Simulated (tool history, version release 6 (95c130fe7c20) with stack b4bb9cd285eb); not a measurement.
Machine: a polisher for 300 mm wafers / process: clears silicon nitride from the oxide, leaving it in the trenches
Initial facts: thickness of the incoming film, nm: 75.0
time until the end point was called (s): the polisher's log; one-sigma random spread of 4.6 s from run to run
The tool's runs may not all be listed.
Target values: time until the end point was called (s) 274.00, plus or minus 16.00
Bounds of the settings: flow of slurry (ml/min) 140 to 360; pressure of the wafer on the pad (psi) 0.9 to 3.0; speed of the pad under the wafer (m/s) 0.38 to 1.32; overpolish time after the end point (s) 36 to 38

run,hour,flow of slurry (ml/min),pressure of the wafer on the pad (psi),speed of the pad under the wafer (m/s),overpolish time after the end point (s),time until the end point was called (s)
1,0.0,230,1.9,0.84,36,149.66
2,8.7,230,1.9,0.94,36,136.86
3,11.7,285,1.9,0.94,36,131.30
4,17.7,285,1.6,0.88,36,166.96
5,23.4,285,1.4,0.86,36,192.28
6,28.7,285,1.3,0.84,36,206.52
7,31.0,285,1.2,0.82,36,226.19
8,39.5,285,1.2,0.82,36,233.51
9,45.3,285,1.1,0.82,36,246.68

Of the 4 settings listed for the next run, only one would bring every result within its allowed miss of target. Which one?
A,51.1,205,1.6,0.56,36,?
B,51.1,215,1.0,0.86,36,?
C,51.1,255,1.3,0.72,36,?
D,51.1,270,0.9,0.74,38,?

move,time until the end point was called (s)
A,229.28
B,275.57
C,235.17
D,325.67
A: the biggest miss grows against the last run
B: hits every target within its allowed miss
C: the biggest miss grows against the last run
D: pushes the last run's worst result past its target
The right move is B.
